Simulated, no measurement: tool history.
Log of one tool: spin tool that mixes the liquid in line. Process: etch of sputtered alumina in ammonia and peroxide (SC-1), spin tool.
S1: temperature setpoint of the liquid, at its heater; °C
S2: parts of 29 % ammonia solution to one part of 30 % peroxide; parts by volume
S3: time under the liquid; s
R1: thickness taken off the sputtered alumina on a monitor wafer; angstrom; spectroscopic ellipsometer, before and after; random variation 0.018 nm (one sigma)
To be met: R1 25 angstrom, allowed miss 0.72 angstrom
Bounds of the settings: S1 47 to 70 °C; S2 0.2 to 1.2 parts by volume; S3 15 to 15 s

run 1 day=0 | S1=63 S2=0.7 S3=15 | R1=21.377
run 2 day=0.175 | S1=63 S2=0.95 S3=15 | R1=21.878
run 3 day=0.262 | S1=69.5 S2=0.95 S3=15 | R1=29.853
run 4 day=0.612 | S1=69.5 S2=0.95 S3=15 | R1=30.376
run 5 day=0.65 | S1=69.5 S2=0.8 S3=15 | R1=29.486
run 6 day=0.9 | S1=69 S2=0.8 S3=15 | R1=28.931
run 7 day=1.171 | S1=68.5 S2=0.8 S3=15 | R1=28.184
run 8 day=1.333 | S1=68 S2=0.8 S3=15 | R1=27.133
run 9 day=1.425 | S1=67 S2=0.8 S3=15 | R1=26.183

5 next moves are on the table. One of them brings every result within its allowed miss. Which?
run A day=1.517 | S1=69 S2=0.75 S3=15 | R1=?
run B day=1.517 | S1=66 S2=0.9 S3=15 | R1=?
run C day=1.517 | S1=67 S2=1 S3=15 | R1=?
run D day=1.517 | S1=68 S2=0.8 S3=15 | R1=?
run E day=1.517 | S1=68 S2=0.85 S3=15 | R1=?

move=A R1=28.299
move=B R1=24.87
move=C R1=26.382
move=D R1=27.125
move=E R1=27.28
A: further off than the last run
B: meets every target
C: further off than the last run
D: further off than the last run
E: further off than the last run
The right move is B.
